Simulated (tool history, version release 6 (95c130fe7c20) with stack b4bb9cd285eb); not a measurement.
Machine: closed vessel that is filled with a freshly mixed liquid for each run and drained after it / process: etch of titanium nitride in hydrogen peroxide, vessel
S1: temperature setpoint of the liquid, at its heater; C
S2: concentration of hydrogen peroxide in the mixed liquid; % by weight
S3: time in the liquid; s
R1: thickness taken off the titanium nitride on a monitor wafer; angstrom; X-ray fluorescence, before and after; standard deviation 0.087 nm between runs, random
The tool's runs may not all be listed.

run,hour,S1,S2,S3,R1
1,0.0,46.0,22.0,380,218.91
2,3.1,45.5,22.0,380,211.11
3,7.0,45.5,25.5,380,217.46
4,13.1,45.5,28.5,380,223.70
5,18.9,45.5,30.0,380,227.77
6,28.0,52.5,30.0,380,375.63
7,31.6,50.0,30.0,380,316.10

Run 8 is up next; what results do you expect?
8,38.5,50.0,30.0,380,?

Run 8 came out at R1 314.81 angstrom.
